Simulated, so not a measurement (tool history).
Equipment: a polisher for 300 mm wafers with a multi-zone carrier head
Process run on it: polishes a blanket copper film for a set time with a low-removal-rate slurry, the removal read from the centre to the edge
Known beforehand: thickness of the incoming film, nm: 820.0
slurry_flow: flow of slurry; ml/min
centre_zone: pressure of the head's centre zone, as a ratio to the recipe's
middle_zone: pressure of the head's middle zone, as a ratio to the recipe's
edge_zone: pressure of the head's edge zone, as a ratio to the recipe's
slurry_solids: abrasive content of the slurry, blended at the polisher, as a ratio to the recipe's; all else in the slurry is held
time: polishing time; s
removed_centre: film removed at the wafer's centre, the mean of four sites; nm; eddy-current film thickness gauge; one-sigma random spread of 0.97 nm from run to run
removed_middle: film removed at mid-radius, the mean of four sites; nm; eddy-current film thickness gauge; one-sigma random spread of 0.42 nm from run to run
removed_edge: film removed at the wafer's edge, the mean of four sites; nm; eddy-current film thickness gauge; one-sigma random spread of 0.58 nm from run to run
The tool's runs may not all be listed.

Run 1, day 0: slurry_flow 205 ml/min, centre_zone 1, middle_zone 1, edge_zone 1, slurry_solids 1, time 45 s. Result: removed_centre 95.556 nm, removed_middle 96.017 nm, removed_edge 95.23 nm.
Run 2, day 0.333: slurry_flow 205 ml/min, centre_zone 1, middle_zone 1, edge_zone 1.06, slurry_solids 1, time 45 s. Result: removed_centre 96.339 nm, removed_middle 96.367 nm, removed_edge 97.087 nm.
Run 3, day 0.438: slurry_flow 205 ml/min, centre_zone 1, middle_zone 1, edge_zone 1.11, slurry_solids 1, time 45 s. Result: removed_centre 97.149 nm, removed_middle 96.299 nm, removed_edge 100.99 nm.
Run 4, day 0.642: slurry_flow 205 ml/min, centre_zone 1.01, middle_zone 1, edge_zone 1.07, slurry_solids 0.95, time 44 s. Result: removed_centre 96.2 nm, removed_middle 92.531 nm, removed_edge 94.444 nm.
Run 5, day 0.738: slurry_flow 250 ml/min, centre_zone 1.01, middle_zone 1, edge_zone 1.07, slurry_solids 0.95, time 44 s. Result: removed_centre 96.558 nm, removed_middle 95.363 nm, removed_edge 97.481 nm.
Run 6, day 0.762: slurry_flow 230 ml/min, centre_zone 1.01, middle_zone 1, edge_zone 1.07, slurry_solids 0.95, time 44 s. Result: removed_centre 95.199 nm, removed_middle 94.244 nm, removed_edge 96.395 nm.
Run 7, day 1.075: slurry_flow 220 ml/min, centre_zone 1.01, middle_zone 1, edge_zone 1.04, slurry_solids 0.9, time 43 s. Result: removed_centre 90.87 nm, removed_middle 90.721 nm, removed_edge 90.897 nm.
Run 8, day 1.379: slurry_flow 215 ml/min, centre_zone 1.02, middle_zone 1, edge_zone 1.01, slurry_solids 0.85, time 42 s. Result: removed_centre 88.86 nm, removed_middle 86.03 nm, removed_edge 87.07 nm.
Run 9, day 1.662: slurry_flow 210 ml/min, centre_zone 1.03, middle_zone 1.01, edge_zone 0.98, slurry_solids 0.8, time 41 s. Result: removed_centre 84.982 nm, removed_middle 83.697 nm, removed_edge 81.305 nm.
Run 10, day 2.017: slurry_flow 210 ml/min, centre_zone 1.03, middle_zone 1.01, edge_zone 0.98, slurry_solids 0.8, time 41 s. Result: removed_centre 86.583 nm, removed_middle 83.78 nm, removed_edge 82.678 nm.

The next listed run, before its measurement:
Run 11, day 2.096: slurry_flow 205 ml/min, centre_zone 1.04, middle_zone 1.02, edge_zone 0.96, slurry_solids 0.75, time 40 s. Result: removed_centre ?, removed_middle ?, removed_edge ?.

{"run 11": {"removed_centre": 80.355, "removed_middle": 80.427, "removed_edge": 77.291}}
